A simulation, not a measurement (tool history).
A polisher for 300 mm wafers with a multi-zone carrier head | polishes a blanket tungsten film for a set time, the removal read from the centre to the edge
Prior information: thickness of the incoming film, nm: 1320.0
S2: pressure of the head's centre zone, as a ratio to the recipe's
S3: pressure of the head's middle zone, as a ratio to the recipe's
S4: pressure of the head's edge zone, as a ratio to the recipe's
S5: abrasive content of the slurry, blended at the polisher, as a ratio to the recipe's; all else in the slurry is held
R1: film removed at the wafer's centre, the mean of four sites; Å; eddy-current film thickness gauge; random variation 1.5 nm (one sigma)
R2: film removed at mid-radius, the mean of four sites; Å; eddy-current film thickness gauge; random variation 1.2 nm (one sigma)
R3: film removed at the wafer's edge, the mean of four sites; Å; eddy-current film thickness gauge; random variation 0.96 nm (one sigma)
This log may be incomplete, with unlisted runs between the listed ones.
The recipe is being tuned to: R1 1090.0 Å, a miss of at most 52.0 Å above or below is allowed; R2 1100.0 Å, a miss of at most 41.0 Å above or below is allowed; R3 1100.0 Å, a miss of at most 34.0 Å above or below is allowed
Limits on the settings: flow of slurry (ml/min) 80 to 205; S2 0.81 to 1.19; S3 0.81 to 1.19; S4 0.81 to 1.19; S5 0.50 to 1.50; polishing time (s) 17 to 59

Run 1, hour 0.0: flow of slurry (ml/min) 135, S2 1.00, S3 1.00, S4 1.00, S5 1.00, polishing time (s) 38. Result: R1 1582.4 Å, R2 1508.5 Å, R3 1543.9 Å.
Run 2, hour 2.5: flow of slurry (ml/min) 130, S2 0.98, S3 0.99, S4 0.97, S5 0.85, polishing time (s) 37. Result: R1 1427.0 Å, R2 1429.2 Å, R3 1431.4 Å.
Run 3, hour 11.4: flow of slurry (ml/min) 130, S2 0.98, S3 0.99, S4 1.04, S5 0.85, polishing time (s) 37. Result: R1 1415.3 Å, R2 1425.7 Å, R3 1474.4 Å.
Run 4, hour 15.5: flow of slurry (ml/min) 115, S2 0.98, S3 0.99, S4 1.04, S5 0.85, polishing time (s) 37. Result: R1 1361.4 Å, R2 1381.6 Å, R3 1458.6 Å.
Run 5, hour 16.7: flow of slurry (ml/min) 115, S2 0.98, S3 0.99, S4 1.04, S5 0.95, polishing time (s) 37. Result: R1 1397.3 Å, R2 1415.7 Å, R3 1489.8 Å.
Run 6, hour 21.1: flow of slurry (ml/min) 115, S2 0.98, S3 0.99, S4 1.04, S5 0.80, polishing time (s) 37. Result: R1 1374.7 Å, R2 1342.6 Å, R3 1435.9 Å.
Run 7, hour 23.2: flow of slurry (ml/min) 115, S2 0.97, S3 0.99, S4 1.00, S5 0.70, polishing time (s) 36. Result: R1 1281.4 Å, R2 1325.5 Å, R3 1339.9 Å.
Run 8, hour 28.6: flow of slurry (ml/min) 110, S2 0.97, S3 0.97, S4 0.97, S5 0.65, polishing time (s) 35. Result: R1 1225.9 Å, R2 1230.0 Å, R3 1243.7 Å.
Run 9, hour 30.9: flow of slurry (ml/min) 105, S2 0.96, S3 0.96, S4 0.95, S5 0.60, polishing time (s) 35. Result: R1 1149.7 Å, R2 1176.3 Å, R3 1232.0 Å.
Run 10, hour 33.4: flow of slurry (ml/min) 100, S2 0.97, S3 0.96, S4 0.93, S5 0.55, polishing time (s) 35. Result: R1 1136.4 Å, R2 1155.8 Å, R3 1177.4 Å.
Run 11, hour 38.1: flow of slurry (ml/min) 95, S2 0.97, S3 0.96, S4 0.92, S5 0.55, polishing time (s) 35. Result: R1 1142.0 Å, R2 1142.8 Å, R3 1161.0 Å.
Run 12, hour 44.5: flow of slurry (ml/min) 90, S2 0.97, S3 0.96, S4 0.91, S5 0.55, polishing time (s) 35. Result: R1 1138.3 Å, R2 1120.4 Å, R3 1152.7 Å.
Run 13, hour 53.2: flow of slurry (ml/min) 90, S2 0.97, S3 0.96, S4 0.90, S5 0.55, polishing time (s) 35. Result: R1 1135.3 Å, R2 1145.8 Å, R3 1135.1 Å.
Run 14, hour 59.3: flow of slurry (ml/min) 90, S2 0.97, S3 0.96, S4 0.89, S5 0.55, polishing time (s) 35. Result: R1 1087.0 Å, R2 1120.8 Å, R3 1123.6 Å.

5 candidate next runs follow, results not yet known. Just one meets every target within its allowed miss. Identify it.
Run A, hour 65.4: flow of slurry (ml/min) 80, S2 0.94, S3 0.91, S4 0.94, S5 0.50, polishing time (s) 37. Result: R1 ?, R2 ?, R3 ?.
Run B, hour 65.4: flow of slurry (ml/min) 90, S2 0.93, S3 0.97, S4 0.94, S5 0.55, polishing time (s) 35. Result: R1 ?, R2 ?, R3 ?.
Run C, hour 65.4: flow of slurry (ml/min) 95, S2 0.97, S3 0.98, S4 0.91, S5 0.60, polishing time (s) 33. Result: R1 ?, R2 ?, R3 ?.
Run D, hour 65.4: flow of slurry (ml/min) 80, S2 0.94, S3 0.93, S4 0.93, S5 0.50, polishing time (s) 37. Result: R1 ?, R2 ?, R3 ?.
Run E, hour 65.4: flow of slurry (ml/min) 80, S2 0.91, S3 1.04, S4 0.84, S5 0.85, polishing time (s) 33. Result: R1 ?, R2 ?, R3 ?.

move      R1      R2      R3
   A  1088.2  1073.7  1198.8
   B  1069.3  1112.8  1173.2
   C  1083.3  1086.5  1115.4
   D  1088.4  1091.1  1192.6
   E  1035.4  1165.9  1117.0
A: misses by more than the last run did
B: misses by more than the last run did
C: all results in spec
D: misses by more than the last run did
E: the worst result of the last run now meets its target, but another is out of spec
The move that meets every target is C.
